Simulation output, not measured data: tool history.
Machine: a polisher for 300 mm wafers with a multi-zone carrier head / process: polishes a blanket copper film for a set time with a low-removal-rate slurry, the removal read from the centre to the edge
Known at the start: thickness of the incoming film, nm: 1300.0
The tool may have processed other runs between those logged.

run,day,flow of slurry (ml/min),pressure of the head's centre zone,pressure of the head's middle zone,pressure of the head's edge zone,abrasive content of the slurry,polishing time (s),film removed at the wafer's centre (nm),film removed at mid-radius (nm),film removed at the wafer's edge (nm)
1,0.000,180,1.00,1.00,1.00,1.00,67,294.05,281.19,276.44
2,0.362,175,1.00,0.97,0.98,0.85,64,264.83,249.89,248.91
3,0.733,155,1.00,0.97,0.98,0.85,64,255.56,246.83,245.53
4,0.808,155,1.00,0.97,0.98,0.95,64,273.07,256.49,256.04
5,0.992,155,1.00,0.97,0.98,0.85,64,258.06,246.00,246.92
6,1.354,155,1.00,0.97,0.98,0.65,64,238.87,232.91,229.27
7,1.488,155,1.01,0.94,0.96,0.60,63,238.49,211.66,225.28
8,1.788,155,1.01,0.94,0.94,0.55,62,222.46,207.39,207.58
9,1.808,150,1.01,0.92,0.93,0.55,62,220.52,207.50,207.70

Run 10 is up next; what results do you expect?
10,1.883,150,1.02,0.90,0.92,0.55,61,?,?,?

film removed at the wafer's centre (nm): 225.87
film removed at mid-radius (nm): 196.73
film removed at the wafer's edge (nm): 203.35
